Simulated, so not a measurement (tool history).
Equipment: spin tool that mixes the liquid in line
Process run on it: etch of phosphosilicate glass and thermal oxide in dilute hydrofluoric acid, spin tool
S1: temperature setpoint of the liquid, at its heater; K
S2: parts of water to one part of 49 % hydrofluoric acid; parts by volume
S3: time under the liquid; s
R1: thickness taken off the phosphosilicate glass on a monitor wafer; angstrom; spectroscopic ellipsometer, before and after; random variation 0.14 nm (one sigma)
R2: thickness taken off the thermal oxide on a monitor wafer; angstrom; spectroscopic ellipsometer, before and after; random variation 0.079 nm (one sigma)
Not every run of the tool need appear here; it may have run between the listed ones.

run 1 hour=0 | S1=296.15 S2=220 S3=30 | R1=163.43 R2=5.7963
run 2 hour=5.7 | S1=296.15 S2=275 S3=30 | R1=125.02 R2=3.8711
run 3 hour=7.3 | S1=297.15 S2=255 S3=30 | R1=142.36 R2=4.3743
run 4 hour=14.6 | S1=297.65 S2=235 S3=30 | R1=159.24 R2=5.3697
run 5 hour=17.3 | S1=298.15 S2=220 S3=30 | R1=175.9 R2=6.4705
run 6 hour=20.7 | S1=298.15 S2=220 S3=45 | R1=263.06 R2=8.9046
run 7 hour=27.7 | S1=298.65 S2=215 S3=45 | R1=274.24 R2=8.9753
run 8 hour=28.7 | S1=298.65 S2=215 S3=45 | R1=277.03 R2=9.8553
run 9 hour=37.6 | S1=299.15 S2=215 S3=45 | R1=281.03 R2=9.9672

Predict the results of run 10:
run 10 hour=40.5 | S1=299.65 S2=210 S3=45 | R1=? R2=?

{"run 10": {"R1": 296.26, "R2": 9.757}}
